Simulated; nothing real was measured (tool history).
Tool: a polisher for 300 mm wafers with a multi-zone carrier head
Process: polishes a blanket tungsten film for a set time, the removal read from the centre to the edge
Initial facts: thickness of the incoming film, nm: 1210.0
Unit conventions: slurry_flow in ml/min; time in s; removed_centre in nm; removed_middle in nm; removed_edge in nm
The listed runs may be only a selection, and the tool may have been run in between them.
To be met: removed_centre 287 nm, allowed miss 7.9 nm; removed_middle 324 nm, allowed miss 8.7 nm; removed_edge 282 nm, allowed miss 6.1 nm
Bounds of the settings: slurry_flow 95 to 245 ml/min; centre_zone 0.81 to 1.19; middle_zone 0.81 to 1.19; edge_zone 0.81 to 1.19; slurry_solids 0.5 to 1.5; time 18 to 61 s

{"run": 1, "hour": 0.0, "slurry_flow": 155, "centre_zone": 1, "middle_zone": 1, "edge_zone": 1, "slurry_solids": 1, "time": 39, "removed_centre": 188.94, "removed_middle": 187.16, "removed_edge": 186.13}
{"run": 2, "hour": 6.6, "slurry_flow": 175, "centre_zone": 1, "middle_zone": 1, "edge_zone": 1, "slurry_solids": 1, "time": 39, "removed_centre": 193.99, "removed_middle": 190.71, "removed_edge": 191.56}
{"run": 3, "hour": 13.3, "slurry_flow": 215, "centre_zone": 1, "middle_zone": 1, "edge_zone": 1, "slurry_solids": 1, "time": 39, "removed_centre": 199.55, "removed_middle": 198.13, "removed_edge": 194.72}
{"run": 4, "hour": 15.3, "slurry_flow": 215, "centre_zone": 0.93, "middle_zone": 1, "edge_zone": 1, "slurry_solids": 1, "time": 39, "removed_centre": 191.37, "removed_middle": 198.71, "removed_edge": 195.25}
{"hour": 18.0, "done": "worn pad replaced by a new one"}
{"run": 5, "hour": 18.0, "slurry_flow": 215, "centre_zone": 0.98, "middle_zone": 1, "edge_zone": 1, "slurry_solids": 1, "time": 39, "removed_centre": 224.22, "removed_middle": 226.95, "removed_edge": 220.98}
{"run": 6, "hour": 19.0, "slurry_flow": 235, "centre_zone": 0.98, "middle_zone": 1, "edge_zone": 1, "slurry_solids": 1, "time": 39, "removed_centre": 229.04, "removed_middle": 229.82, "removed_edge": 224.58}
{"run": 7, "hour": 23.1, "slurry_flow": 235, "centre_zone": 0.98, "middle_zone": 1, "edge_zone": 1, "slurry_solids": 1, "time": 39, "removed_centre": 227.85, "removed_middle": 227.8, "removed_edge": 225.06}
{"run": 8, "hour": 25.7, "slurry_flow": 235, "centre_zone": 0.99, "middle_zone": 1.04, "edge_zone": 1.02, "slurry_solids": 1.1, "time": 39, "removed_centre": 234.61, "removed_middle": 238.36, "removed_edge": 229.97}
{"run": 9, "hour": 34.3, "slurry_flow": 235, "centre_zone": 0.99, "middle_zone": 1.07, "edge_zone": 1.02, "slurry_solids": 1.2, "time": 40, "removed_centre": 244.25, "removed_middle": 256.52, "removed_edge": 243.56}
{"run": 10, "hour": 38.1, "slurry_flow": 235, "centre_zone": 1, "middle_zone": 1.09, "edge_zone": 1.02, "slurry_solids": 1.25, "time": 40, "removed_centre": 252.21, "removed_middle": 261.3, "removed_edge": 245.72}
{"run": 11, "hour": 47.0, "slurry_flow": 235, "centre_zone": 0.99, "middle_zone": 1.11, "edge_zone": 1.02, "slurry_solids": 1.3, "time": 41, "removed_centre": 259.67, "removed_middle": 279.58, "removed_edge": 255.63}
{"run": 12, "hour": 52.2, "slurry_flow": 235, "centre_zone": 0.99, "middle_zone": 1.13, "edge_zone": 1.02, "slurry_solids": 1.35, "time": 41, "removed_centre": 260.48, "removed_middle": 283.09, "removed_edge": 256.87}
{"run": 13, "hour": 58.3, "slurry_flow": 235, "centre_zone": 0.99, "middle_zone": 1.14, "edge_zone": 1.02, "slurry_solids": 1.4, "time": 41, "removed_centre": 260.79, "removed_middle": 291.3, "removed_edge": 256.64}
{"run": 14, "hour": 63.1, "slurry_flow": 235, "centre_zone": 0.99, "middle_zone": 1.15, "edge_zone": 1.03, "slurry_solids": 1.4, "time": 41, "removed_centre": 263.52, "removed_middle": 288.73, "removed_edge": 261.4}
{"run": 15, "hour": 70.1, "slurry_flow": 235, "centre_zone": 0.99, "middle_zone": 1.16, "edge_zone": 1.03, "slurry_solids": 1.4, "time": 41, "removed_centre": 262.43, "removed_middle": 297.4, "removed_edge": 259.23}
{"run": 16, "hour": 74.1, "slurry_flow": 235, "centre_zone": 0.99, "middle_zone": 1.17, "edge_zone": 1.04, "slurry_solids": 1.4, "time": 41, "removed_centre": 264.66, "removed_middle": 296.83, "removed_edge": 263.9}

Which single option among these 4 for the next run brings every result within its allowed miss of target? Just one does.
{"run": "A", "hour": 78.1, "slurry_flow": 240, "centre_zone": 0.97, "middle_zone": 1.17, "edge_zone": 1.01, "slurry_solids": 1.4, "time": 45, "removed_centre": "?", "removed_middle": "?", "removed_edge": "?"}
{"run": "B", "hour": 78.1, "slurry_flow": 210, "centre_zone": 1.01, "middle_zone": 1.14, "edge_zone": 1.06, "slurry_solids": 1.5, "time": 39, "removed_centre": "?", "removed_middle": "?", "removed_edge": "?"}
{"run": "C", "hour": 78.1, "slurry_flow": 245, "centre_zone": 1.08, "middle_zone": 1.09, "edge_zone": 1.15, "slurry_solids": 1.4, "time": 44, "removed_centre": "?", "removed_middle": "?", "removed_edge": "?"}
{"run": "D", "hour": 78.1, "slurry_flow": 240, "centre_zone": 1.04, "middle_zone": 1.19, "edge_zone": 1.02, "slurry_solids": 1.35, "time": 47, "removed_centre": "?", "removed_middle": "?", "removed_edge": "?"}

move=A removed_centre=283.43 removed_middle=328.21 removed_edge=282.8
move=B removed_centre=252.26 removed_middle=278.53 removed_edge=252.2
move=C removed_centre=300.01 removed_middle=303.86 removed_edge=295.96
move=D removed_centre=308.2 removed_middle=344.13 removed_edge=293.91
A: in spec on every target
B: further off than the last run
C: closes in on the targets versus the last run, not all within tolerance yet
D: moves the result that the last run missed by most past its target, out the other side
The right move is A.

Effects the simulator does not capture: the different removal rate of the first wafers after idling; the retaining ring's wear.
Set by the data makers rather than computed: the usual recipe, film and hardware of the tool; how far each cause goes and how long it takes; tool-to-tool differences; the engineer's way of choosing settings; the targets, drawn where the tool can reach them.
